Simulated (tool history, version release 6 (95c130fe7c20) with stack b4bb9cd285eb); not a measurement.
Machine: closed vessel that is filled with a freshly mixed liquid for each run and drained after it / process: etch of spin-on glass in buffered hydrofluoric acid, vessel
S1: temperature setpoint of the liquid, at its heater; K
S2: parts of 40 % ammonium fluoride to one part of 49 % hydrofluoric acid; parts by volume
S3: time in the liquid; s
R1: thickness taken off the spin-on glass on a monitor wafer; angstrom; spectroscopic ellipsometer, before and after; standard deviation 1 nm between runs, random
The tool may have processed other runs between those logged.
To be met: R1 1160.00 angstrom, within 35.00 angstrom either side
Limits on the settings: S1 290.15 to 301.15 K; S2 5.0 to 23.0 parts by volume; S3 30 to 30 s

{"run": 1, "hour": 0.0, "S1": 293.15, "S2": 14.0, "S3": 30, "R1": 582.29}
{"run": 2, "hour": 3.9, "S1": 293.15, "S2": 14.0, "S3": 30, "R1": 579.97}
{"run": 3, "hour": 9.2, "S1": 293.15, "S2": 11.0, "S3": 30, "R1": 745.2}
{"run": 4, "hour": 13.0, "S1": 293.15, "S2": 9.5, "S3": 30, "R1": 834.5}
{"run": 5, "hour": 19.0, "S1": 294.65, "S2": 9.5, "S3": 30, "R1": 915.36}
{"hour": 25.3, "done": "hydrofluoric acid flow meter replaced"}
{"run": 6, "hour": 25.3, "S1": 294.65, "S2": 9.5, "S3": 30, "R1": 984.32}
{"run": 7, "hour": 28.6, "S1": 295.15, "S2": 9.5, "S3": 30, "R1": 1018.2}
{"run": 8, "hour": 32.4, "S1": 295.65, "S2": 9.5, "S3": 30, "R1": 1052.9}
{"run": 9, "hour": 41.3, "S1": 296.15, "S2": 9.5, "S3": 30, "R1": 1055.7}
{"run": 10, "hour": 47.7, "S1": 296.65, "S2": 9.5, "S3": 30, "R1": 1107.1}

Next run, 5 choices. One meets every target within its allowed miss, the rest don't. Which?
{"run": "A", "hour": 54.1, "S1": 294.65, "S2": 8.5, "S3": 30, "R1": "?"}
{"run": "B", "hour": 54.1, "S1": 297.15, "S2": 9.0, "S3": 30, "R1": "?"}
{"run": "C", "hour": 54.1, "S1": 296.65, "S2": 10.0, "S3": 30, "R1": "?"}
{"run": "D", "hour": 54.1, "S1": 293.65, "S2": 8.5, "S3": 30, "R1": "?"}
{"run": "E", "hour": 54.1, "S1": 291.65, "S2": 7.5, "S3": 30, "R1": "?"}

move=A R1=1100.50
move=B R1=1186.50
move=C R1=1080.60
move=D R1=1041.00
move=E R1=1065.60
A: the biggest miss grows against the last run
B: all results in spec
C: the biggest miss grows against the last run
D: the biggest miss grows against the last run
E: the biggest miss grows against the last run
Go with B: it meets all targets.
